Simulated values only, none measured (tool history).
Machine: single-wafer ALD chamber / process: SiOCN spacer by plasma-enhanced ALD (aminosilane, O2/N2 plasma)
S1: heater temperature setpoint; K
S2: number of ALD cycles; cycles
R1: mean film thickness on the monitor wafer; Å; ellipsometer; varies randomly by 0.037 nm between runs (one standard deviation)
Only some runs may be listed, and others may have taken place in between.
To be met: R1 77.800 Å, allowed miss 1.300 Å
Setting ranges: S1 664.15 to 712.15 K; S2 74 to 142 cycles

| run | hour | S1 | S2 | R1 |
|---|---|---|---|---|
| 1 | 0.0 | 688.15 | 108 | 67.916 |
| 2 | 8.8 | 678.15 | 108 | 70.476 |
| 3 | 9.8 | 687.15 | 108 | 67.569 |
| 4 | 13.8 | 683.15 | 110 | 69.972 |
| 5 | 21.5 | 680.15 | 112 | 72.049 |
| 6 | 22.3 | 689.15 | 112 | 69.210 |
| 7 | 25.4 | 689.15 | 112 | 69.497 |
|  | 26.4 | thermocouple changed; heater temperature recalibrated |
| 8 | 26.4 | 685.15 | 113 | 72.765 |
| 9 | 35.4 | 685.15 | 113 | 72.317 |
| 10 | 44.6 | 682.15 | 113 | 73.051 |
| 11 | 48.5 | 679.15 | 113 | 73.579 |

Below are 4 possible settings for the next run. Only one of them brings all results inside the allowed miss of their targets. Which is it?
| A | 52.4 | 690.15 | 129 | ? |
| B | 52.4 | 678.15 | 119 | ? |
| C | 52.4 | 671.15 | 123 | ? |
| D | 52.4 | 695.15 | 130 | ? |

| move | R1 |
|---|---|
| A | 81.470 |
| B | 78.407 |
| C | 81.928 |
| D | 80.621 |
A: moves the result that the last run missed by most past its target, out the other side
B: all results land within tolerance of their targets
C: moves the result that the last run missed by most past its target, out the other side
D: moves the result that the last run missed by most past its target, out the other side
So the answer is move B, the one that meets all the targets.
